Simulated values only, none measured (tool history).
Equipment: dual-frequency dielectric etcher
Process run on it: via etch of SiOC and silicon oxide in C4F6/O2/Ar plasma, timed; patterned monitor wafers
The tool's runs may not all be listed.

run,hour,source power (W),bias power (W),etch time (s),mean etch depth across the wafer (angstrom)
1,0,460,192,85.5,1104.3
2,6.3,460,210,85.5,1133.3
3,8.8,460,210,85.5,1127.4
4,10.4,460,181,85.5,1078.9
5,16.1,430,178,85.5,1064.2
6,24.1,430,178,85.5,1055.3
7,32.5,410,175,85.5,1040.9
8,35.8,390,171,85.5,1018.6
9,39.4,370,168,85.5,998.45

For run 10, what comes out?
10,46.5,360,166,85.5,?

mean etch depth across the wafer (angstrom): 999.78
